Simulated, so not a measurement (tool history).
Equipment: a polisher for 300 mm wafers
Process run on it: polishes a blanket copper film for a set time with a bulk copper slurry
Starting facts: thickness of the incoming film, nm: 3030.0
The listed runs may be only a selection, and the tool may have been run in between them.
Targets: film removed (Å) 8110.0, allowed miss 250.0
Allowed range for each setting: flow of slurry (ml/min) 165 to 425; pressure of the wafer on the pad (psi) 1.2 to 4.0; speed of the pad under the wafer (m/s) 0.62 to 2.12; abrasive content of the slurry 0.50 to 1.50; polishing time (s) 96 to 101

run,hour,flow of slurry (ml/min),pressure of the wafer on the pad (psi),speed of the pad under the wafer (m/s),abrasive content of the slurry,polishing time (s),film removed (Å)
1,0.0,275,2.6,1.36,1.00,96,12232.0
2,1.1,275,2.5,1.36,1.00,96,11754.0
3,10.0,275,2.3,1.36,1.00,96,11231.0
4,14.3,275,2.2,1.36,1.00,96,10907.0
5,19.0,275,2.2,1.64,1.00,96,12875.0
6,26.0,275,2.1,1.62,1.00,96,12548.0
7,30.0,275,2.1,1.62,1.00,96,12348.0
8,31.5,275,2.0,1.60,1.00,96,11770.0
9,34.5,275,1.9,1.58,1.00,96,11387.0
10,38.9,275,1.8,1.56,1.00,96,10981.0
11,46.2,275,1.7,1.54,1.00,96,10625.0
12,53.2,275,1.6,1.52,1.00,96,9932.9
13,55.7,275,1.6,1.50,1.00,96,9911.1
14,59.5,275,1.6,1.48,1.00,96,9666.5

Which one of the following 4 next-run settings gets every result inside its allowed miss? There is exactly one.
A,63.3,245,1.3,1.36,0.95,97,?
B,63.3,295,1.3,1.24,1.00,96,?
C,63.3,265,1.7,1.08,0.85,96,?
D,63.3,290,1.3,1.26,0.90,96,?

move,film removed (Å)
A,7975.3
B,7502.0
C,7364.2
D,7450.9
A: all results in spec
B: pushes the last run's worst result past its target
C: pushes the last run's worst result past its target
D: pushes the last run's worst result past its target
A meets every target.
